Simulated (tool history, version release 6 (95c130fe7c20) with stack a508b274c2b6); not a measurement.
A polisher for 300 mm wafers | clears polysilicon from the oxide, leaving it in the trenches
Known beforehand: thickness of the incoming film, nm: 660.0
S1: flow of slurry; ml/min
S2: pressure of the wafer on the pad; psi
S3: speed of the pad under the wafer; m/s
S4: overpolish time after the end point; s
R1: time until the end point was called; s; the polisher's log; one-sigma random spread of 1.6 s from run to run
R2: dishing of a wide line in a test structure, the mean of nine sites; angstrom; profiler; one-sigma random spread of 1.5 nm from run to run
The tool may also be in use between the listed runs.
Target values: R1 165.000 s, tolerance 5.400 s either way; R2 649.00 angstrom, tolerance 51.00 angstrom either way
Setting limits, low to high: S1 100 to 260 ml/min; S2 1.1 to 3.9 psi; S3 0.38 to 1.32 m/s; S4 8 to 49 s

run,day,S1,S2,S3,S4,R1,R2
1,0.000,165,2.5,0.84,25,70.445,835.48
2,0.150,150,2.5,0.84,25,71.406,820.93
3,0.233,150,2.5,0.94,25,64.428,851.88
4,0.562,150,2.5,0.94,30,63.550,854.37
5,0.788,190,2.5,0.94,30,60.086,849.98
6,0.875,185,2.3,0.88,27,70.591,790.65
7,1.071,185,2.3,0.88,27,70.237,809.30
8,1.338,180,2.1,0.84,26,80.038,764.39
9,1.600,170,1.9,0.80,27,89.915,778.71
10,1.942,170,1.8,0.76,25,99.280,743.56
11,2.021,165,1.7,0.74,24,105.420,705.22
12,2.083,160,1.6,0.72,24,115.440,672.77
13,2.438,155,1.5,0.70,25,124.180,681.89
14,2.612,150,1.4,0.70,25,129.920,616.51

Pick the move, out of 5, that brings all results within their allowed miss; only one does.
A,2.788,160,1.8,0.48,27,?,?
B,2.788,255,2.6,0.42,26,?,?
C,2.788,170,1.6,0.42,30,?,?
D,2.788,185,1.8,0.44,30,?,?
E,2.788,100,1.2,1.20,15,?,?

move,R1,R2
A,156.450,632.11
B,124.700,690.12
C,191.590,601.01
D,165.830,646.95
E,96.303,599.30
A: closes in on the targets versus the last run, not all within tolerance yet
B: its largest miss is bigger than the last run's
C: pushes the last run's worst result past its target
D: hits every target within its allowed miss
E: its largest miss is bigger than the last run's
Go with D: it meets all targets.

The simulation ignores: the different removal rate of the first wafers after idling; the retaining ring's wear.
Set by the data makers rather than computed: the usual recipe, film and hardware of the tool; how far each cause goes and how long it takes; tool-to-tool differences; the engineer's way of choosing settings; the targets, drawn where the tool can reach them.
